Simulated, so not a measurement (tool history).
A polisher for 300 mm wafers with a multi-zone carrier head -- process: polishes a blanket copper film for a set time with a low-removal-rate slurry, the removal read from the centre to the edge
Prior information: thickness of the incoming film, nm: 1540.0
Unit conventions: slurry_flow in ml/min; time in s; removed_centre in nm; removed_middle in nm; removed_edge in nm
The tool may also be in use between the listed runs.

run,hour,slurry_flow,centre_zone,middle_zone,edge_zone,slurry_solids,time,removed_centre,removed_middle,removed_edge
1,0.0,175,1.00,1.00,1.00,1.00,79,218.40,222.00,214.74
2,8.0,170,1.02,0.97,0.97,0.90,75,207.07,200.69,188.83
3,9.5,170,1.02,0.97,0.97,1.00,75,209.45,202.56,199.65
4,15.9,165,1.02,0.94,0.97,0.95,72,198.03,187.73,188.75
5,24.3,160,1.03,0.91,0.96,0.85,70,187.95,173.96,174.25
6,30.5,160,1.03,0.91,0.96,0.95,70,193.42,179.38,178.84

Run 7, settings as shown, results not yet in. Your forecast:
7,34.9,155,1.04,0.89,0.96,0.85,68,?,?,?

{"run 7": {"removed_centre": 181.62, "removed_middle": 165.4, "removed_edge": 173.72}}

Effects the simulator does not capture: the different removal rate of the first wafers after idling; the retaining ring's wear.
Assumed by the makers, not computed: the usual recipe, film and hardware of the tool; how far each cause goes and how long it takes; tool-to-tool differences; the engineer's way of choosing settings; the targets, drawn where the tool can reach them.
